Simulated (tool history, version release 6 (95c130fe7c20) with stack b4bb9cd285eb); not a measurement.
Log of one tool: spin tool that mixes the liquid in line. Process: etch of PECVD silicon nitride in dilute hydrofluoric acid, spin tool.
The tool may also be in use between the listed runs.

run  hour  temperature setpoint of the liquid (K)  parts of water to one part of 49 % hydrofluoric acid (parts by volume)  time under the liquid (s)  thickness taken off the PECVD silicon nitride on a monitor wafer (nm)
  1   0.0                                  294.15                                                                      40                         80                                                                 9.1310
  2   8.3                                  294.15                                                                      45                         80                                                                 8.0871
  3   9.8                                  294.15                                                                      40                         80                                                                 9.0213
  4  11.0                                  293.15                                                                      45                         80                                                                 7.6236
  5  19.0                                  293.15                                                                      45                         80                                                                 7.5454
     24.9  -- thermometer replaced
  6  24.9                                  295.65                                                                      45                         80                                                                 7.8654
  7  30.2                                  295.65                                                                      45                         80                                                                 7.8271
  8  34.5                                  294.65                                                                      50                         80                                                                 6.5865
  9  36.0                                  293.65                                                                      50                         80                                                                 6.1549
 10  38.1                                  293.15                                                                      50                         80                                                                 5.9623

Forecast run 11:
 11  39.5                                  292.65                                                                      50                         80                                                                      ?

Run 11 produced thickness taken off the PECVD silicon nitride on a monitor wafer (nm) 5.7179.
